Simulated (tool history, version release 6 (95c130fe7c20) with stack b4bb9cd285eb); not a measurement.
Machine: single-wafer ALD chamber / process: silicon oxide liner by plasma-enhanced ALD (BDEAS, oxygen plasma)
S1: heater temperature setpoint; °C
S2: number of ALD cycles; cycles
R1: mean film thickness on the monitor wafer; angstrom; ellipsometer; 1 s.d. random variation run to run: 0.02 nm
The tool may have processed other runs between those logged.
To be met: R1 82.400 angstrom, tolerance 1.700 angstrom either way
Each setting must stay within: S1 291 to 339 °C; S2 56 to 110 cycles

run 1 hour=0.0 | S1=315 S2=83 | R1=72.881
run 2 hour=6.3 | S1=315 S2=85 | R1=74.243
run 3 hour=11.3 | S1=315 S2=87 | R1=75.913
run 4 hour=12.6 | S1=324 S2=87 | R1=75.171
run 5 hour=14.6 | S1=324 S2=89 | R1=76.737
run 6 hour=17.2 | S1=315 S2=89 | R1=77.945
run 7 hour=26.0 | S1=315 S2=90 | R1=79.053
run 8 hour=34.9 | S1=315 S2=91 | R1=79.139

Of the 4 settings listed for the next run, only one would bring every result within its allowed miss of target. Which one?
run A hour=43.8 | S1=308 S2=90 | R1=?
run B hour=43.8 | S1=315 S2=89 | R1=?
run C hour=43.8 | S1=313 S2=94 | R1=?
run D hour=43.8 | S1=317 S2=89 | R1=?

move=A R1=79.280
move=B R1=77.716
move=C R1=82.288
move=D R1=77.520
A: about as far from the targets as the last run
B: misses by more than the last run did
C: each result inside its tolerance
D: misses by more than the last run did
C is the move that brings every result within its allowed miss.

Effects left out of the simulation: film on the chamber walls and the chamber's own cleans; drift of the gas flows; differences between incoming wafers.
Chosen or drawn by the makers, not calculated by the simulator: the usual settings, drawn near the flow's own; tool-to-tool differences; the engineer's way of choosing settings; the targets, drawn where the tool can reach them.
